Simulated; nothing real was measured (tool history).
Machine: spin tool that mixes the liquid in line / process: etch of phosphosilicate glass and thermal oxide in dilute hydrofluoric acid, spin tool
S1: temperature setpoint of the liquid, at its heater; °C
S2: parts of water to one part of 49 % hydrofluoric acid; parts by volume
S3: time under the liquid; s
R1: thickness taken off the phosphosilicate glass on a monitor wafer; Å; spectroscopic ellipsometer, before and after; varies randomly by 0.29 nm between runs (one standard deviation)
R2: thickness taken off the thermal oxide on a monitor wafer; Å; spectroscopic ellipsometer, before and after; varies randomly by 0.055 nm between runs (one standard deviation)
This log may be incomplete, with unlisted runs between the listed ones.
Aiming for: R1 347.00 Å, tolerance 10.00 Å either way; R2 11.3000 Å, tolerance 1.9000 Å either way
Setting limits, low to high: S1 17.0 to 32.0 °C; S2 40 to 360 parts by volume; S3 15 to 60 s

run 1 hour=0.0 | S1=24.0 S2=200 S3=30 | R1=197.35 R2=6.8823
run 2 hour=2.5 | S1=24.0 S2=135 S3=30 | R1=314.80 R2=9.6231
run 3 hour=9.4 | S1=24.0 S2=160 S3=30 | R1=261.96 R2=8.6020
run 4 hour=14.9 | S1=24.0 S2=225 S3=30 | R1=174.75 R2=5.5525
run 5 hour=19.9 | S1=26.5 S2=205 S3=30 | R1=211.67 R2=6.6754
run 6 hour=27.0 | S1=24.0 S2=205 S3=30 | R1=193.47 R2=6.5309
run 7 hour=32.6 | S1=25.5 S2=185 S3=30 | R1=233.26 R2=7.0508
run 8 hour=37.5 | S1=26.0 S2=120 S3=30 | R1=389.75 R2=12.3610
run 9 hour=39.6 | S1=25.0 S2=120 S3=30 | R1=375.96 R2=12.5700
run 10 hour=46.1 | S1=24.5 S2=120 S3=30 | R1=375.01 R2=12.4180
run 11 hour=54.3 | S1=24.0 S2=120 S3=30 | R1=363.73 R2=12.1720

Of the 5 settings listed for the next run, only one would bring every result within its allowed miss of target. Which one?
run A hour=62.5 | S1=32.0 S2=155 S3=30 | R1=? R2=?
run B hour=62.5 | S1=22.5 S2=135 S3=35 | R1=? R2=?
run C hour=62.5 | S1=17.5 S2=120 S3=35 | R1=? R2=?
run D hour=62.5 | S1=19.5 S2=100 S3=30 | R1=? R2=?
run E hour=62.5 | S1=32.0 S2=175 S3=35 | R1=? R2=?

move=A R1=365.97 R2=11.1250
move=B R1=353.18 R2=10.7360
move=C R1=329.99 R2=10.0320
move=D R1=376.61 R2=11.4490
move=E R1=368.16 R2=11.1920
A: misses by more than the last run did
B: hits every target within its allowed miss
C: moves the result that the last run missed by most past its target, out the other side
D: misses by more than the last run did
E: misses by more than the last run did
B is the move that brings every result within its allowed miss.

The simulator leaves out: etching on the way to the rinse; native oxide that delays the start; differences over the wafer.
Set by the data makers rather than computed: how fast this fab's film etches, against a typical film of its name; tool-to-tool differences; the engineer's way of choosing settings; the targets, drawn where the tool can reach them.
